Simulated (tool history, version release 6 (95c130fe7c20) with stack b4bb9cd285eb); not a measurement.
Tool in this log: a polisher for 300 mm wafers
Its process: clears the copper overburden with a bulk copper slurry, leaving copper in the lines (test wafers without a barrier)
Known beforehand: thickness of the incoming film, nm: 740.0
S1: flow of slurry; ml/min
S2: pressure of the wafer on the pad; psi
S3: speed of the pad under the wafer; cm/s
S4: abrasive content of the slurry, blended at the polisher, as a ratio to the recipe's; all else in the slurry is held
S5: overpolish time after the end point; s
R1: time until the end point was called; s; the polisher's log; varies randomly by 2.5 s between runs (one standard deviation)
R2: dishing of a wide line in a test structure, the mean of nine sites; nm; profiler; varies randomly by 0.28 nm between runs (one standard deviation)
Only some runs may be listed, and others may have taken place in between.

run,hour,S1,S2,S3,S4,S5,R1,R2
1,0.0,175,2.5,126,1.0,10,83.447,29.223
2,6.9,175,2.5,96,1.0,10,109.600,26.861
3,8.4,175,2.5,96,1.0,12,107.560,29.035
4,13.4,175,2.2,94,1.0,12,125.130,26.856
5,19.6,130,2.2,94,1.0,12,129.990,26.717
6,21.7,110,2.2,94,1.0,12,132.420,27.010

Forecast run 7:
7,27.9,115,1.6,92,1.0,11,?,?

R1: 177.430 s
R2: 20.569 nm

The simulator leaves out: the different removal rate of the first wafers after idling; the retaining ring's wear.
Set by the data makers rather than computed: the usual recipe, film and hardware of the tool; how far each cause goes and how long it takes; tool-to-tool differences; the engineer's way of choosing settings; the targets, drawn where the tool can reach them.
